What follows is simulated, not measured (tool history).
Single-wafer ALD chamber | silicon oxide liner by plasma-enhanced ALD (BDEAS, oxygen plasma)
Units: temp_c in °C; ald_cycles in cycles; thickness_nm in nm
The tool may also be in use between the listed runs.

run,hour,temp_c,ald_cycles,thickness_nm
1,0.0,325,76,6.9057
2,4.6,324,77,6.9882
3,6.4,330,77,6.8995
4,8.9,330,73,6.5653
5,10.0,325,73,6.6287
6,13.0,325,64,5.8027
7,21.0,324,66,5.9692
8,27.4,323,68,6.1778
9,31.7,322,69,6.3115
10,37.2,320,70,6.4004

Forecast run 11:
11,38.9,319,71,?

Logged for run 11: thickness_nm 6.4821 nm.
